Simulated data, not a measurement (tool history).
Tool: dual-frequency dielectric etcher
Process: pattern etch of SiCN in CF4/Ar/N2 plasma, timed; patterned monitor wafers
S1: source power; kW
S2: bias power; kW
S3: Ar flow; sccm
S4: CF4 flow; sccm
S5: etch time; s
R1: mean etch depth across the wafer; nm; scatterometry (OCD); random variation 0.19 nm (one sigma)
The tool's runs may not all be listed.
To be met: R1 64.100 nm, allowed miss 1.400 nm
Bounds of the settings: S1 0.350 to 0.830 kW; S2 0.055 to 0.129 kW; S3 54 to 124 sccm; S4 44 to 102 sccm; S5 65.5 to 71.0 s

run 1 hour=0.0 | S1=0.590 S2=0.092 S3=89 S4=73 S5=71.0 | R1=88.755
run 2 hour=6.7 | S1=0.590 S2=0.082 S3=89 S4=73 S5=71.0 | R1=85.735
run 3 hour=14.1 | S1=0.570 S2=0.082 S3=89 S4=73 S5=71.0 | R1=83.160
run 4 hour=20.4 | S1=0.570 S2=0.082 S3=89 S4=84 S5=71.0 | R1=83.988
run 5 hour=21.4 | S1=0.570 S2=0.082 S3=104 S4=84 S5=71.0 | R1=82.718
run 6 hour=25.8 | S1=0.550 S2=0.082 S3=104 S4=84 S5=71.0 | R1=79.957
run 7 hour=34.8 | S1=0.530 S2=0.082 S3=104 S4=84 S5=71.0 | R1=77.478
run 8 hour=43.7 | S1=0.530 S2=0.082 S3=104 S4=84 S5=71.0 | R1=77.264
run 9 hour=50.2 | S1=0.520 S2=0.082 S3=104 S4=84 S5=71.0 | R1=75.696
run 10 hour=55.0 | S1=0.510 S2=0.082 S3=104 S4=84 S5=71.0 | R1=74.990

Which of these 5 next moves meets every target?
run A hour=59.8 | S1=0.500 S2=0.086 S3=103 S4=80 S5=65.5 | R1=?
run B hour=59.8 | S1=0.440 S2=0.081 S3=105 S4=81 S5=65.5 | R1=?
run C hour=59.8 | S1=0.480 S2=0.086 S3=109 S4=89 S5=67.0 | R1=?
run D hour=59.8 | S1=0.450 S2=0.096 S3=124 S4=63 S5=66.5 | R1=?
run E hour=59.8 | S1=0.470 S2=0.083 S3=96 S4=79 S5=65.5 | R1=?

move=A R1=67.944
move=B R1=59.055
move=C R1=67.262
move=D R1=60.841
move=E R1=63.982
A: nearer than the last run, and not there yet
B: takes the result that was furthest off past its target
C: nearer than the last run, and not there yet
D: takes the result that was furthest off past its target
E: meets every target
Answer: E
